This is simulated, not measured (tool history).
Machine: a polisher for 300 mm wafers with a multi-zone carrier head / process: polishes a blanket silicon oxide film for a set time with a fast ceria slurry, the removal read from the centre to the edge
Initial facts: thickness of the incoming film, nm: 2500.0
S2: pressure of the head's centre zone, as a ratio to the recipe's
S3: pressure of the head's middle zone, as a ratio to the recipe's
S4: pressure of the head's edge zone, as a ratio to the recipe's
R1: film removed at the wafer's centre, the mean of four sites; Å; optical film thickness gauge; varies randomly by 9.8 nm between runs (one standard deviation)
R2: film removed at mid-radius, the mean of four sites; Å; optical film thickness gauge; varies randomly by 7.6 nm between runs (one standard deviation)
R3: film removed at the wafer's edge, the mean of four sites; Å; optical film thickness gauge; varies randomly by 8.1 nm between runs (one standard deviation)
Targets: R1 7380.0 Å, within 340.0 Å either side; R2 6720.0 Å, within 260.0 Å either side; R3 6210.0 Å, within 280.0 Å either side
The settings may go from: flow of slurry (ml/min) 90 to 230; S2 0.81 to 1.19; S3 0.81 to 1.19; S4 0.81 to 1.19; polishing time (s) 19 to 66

{"run": 1, "hour": 0.0, "flow of slurry (ml/min)": 150, "S2": 1.0, "S3": 1.0, "S4": 1.0, "polishing time (s)": 42, "R1": 8072.4, "R2": 8024.6, "R3": 7980.4}
{"run": 2, "hour": 6.0, "flow of slurry (ml/min)": 150, "S2": 1.0, "S3": 1.06, "S4": 1.0, "polishing time (s)": 42, "R1": 8040.3, "R2": 8184.9, "R3": 8055.2}
{"run": 3, "hour": 13.5, "flow of slurry (ml/min)": 150, "S2": 0.94, "S3": 1.06, "S4": 1.0, "polishing time (s)": 42, "R1": 7563.9, "R2": 8111.7, "R3": 8061.6}
{"run": 4, "hour": 20.1, "flow of slurry (ml/min)": 170, "S2": 0.94, "S3": 1.06, "S4": 1.0, "polishing time (s)": 42, "R1": 8104.7, "R2": 8646.2, "R3": 8329.2}
{"run": 5, "hour": 20.8, "flow of slurry (ml/min)": 170, "S2": 0.94, "S3": 1.01, "S4": 1.0, "polishing time (s)": 42, "R1": 7893.5, "R2": 8069.8, "R3": 8426.2}
{"run": 6, "hour": 24.6, "flow of slurry (ml/min)": 160, "S2": 0.97, "S3": 1.0, "S4": 0.97, "polishing time (s)": 41, "R1": 7766.0, "R2": 7867.4, "R3": 7867.5}
{"run": 7, "hour": 32.0, "flow of slurry (ml/min)": 150, "S2": 1.0, "S3": 0.99, "S4": 0.94, "polishing time (s)": 40, "R1": 7715.0, "R2": 7571.5, "R3": 7457.9}
{"run": 8, "hour": 39.8, "flow of slurry (ml/min)": 125, "S2": 1.08, "S3": 0.96, "S4": 0.84, "polishing time (s)": 36, "R1": 7018.1, "R2": 6305.6, "R3": 6185.2}
{"run": 9, "hour": 45.1, "flow of slurry (ml/min)": 130, "S2": 1.08, "S3": 0.97, "S4": 0.84, "polishing time (s)": 36, "R1": 7207.1, "R2": 6362.1, "R3": 6298.3}

5 candidate next runs follow, results not yet known. Just one meets every target within its allowed miss. Identify it.
{"run": "A", "hour": 50.4, "flow of slurry (ml/min)": 140, "S2": 1.17, "S3": 1.11, "S4": 0.82, "polishing time (s)": 33, "R1": "?", "R2": "?", "R3": "?"}
{"run": "B", "hour": 50.4, "flow of slurry (ml/min)": 130, "S2": 1.19, "S3": 1.14, "S4": 0.81, "polishing time (s)": 33, "R1": "?", "R2": "?", "R3": "?"}
{"run": "C", "hour": 50.4, "flow of slurry (ml/min)": 140, "S2": 1.12, "S3": 1.04, "S4": 0.88, "polishing time (s)": 35, "R1": "?", "R2": "?", "R3": "?"}
{"run": "D", "hour": 50.4, "flow of slurry (ml/min)": 125, "S2": 1.12, "S3": 0.92, "S4": 0.87, "polishing time (s)": 36, "R1": "?", "R2": "?", "R3": "?"}
{"run": "E", "hour": 50.4, "flow of slurry (ml/min)": 140, "S2": 1.17, "S3": 1.01, "S4": 0.81, "polishing time (s)": 36, "R1": "?", "R2": "?", "R3": "?"}

move=A R1=7416.6 R2=6629.0 R3=5647.6
move=B R1=7364.9 R2=6639.9 R3=5534.5
move=C R1=7524.0 R2=6651.8 R3=6186.1
move=D R1=7444.0 R2=5970.2 R3=6198.3
move=E R1=8085.1 R2=6673.1 R3=6136.6
A: the furthest-off result lands on target, but another misses its tolerance
B: the furthest-off result lands on target, but another misses its tolerance
C: meets every target
D: the biggest miss grows against the last run
E: the furthest-off result lands on target, but another misses its tolerance
The move that meets every target is C.
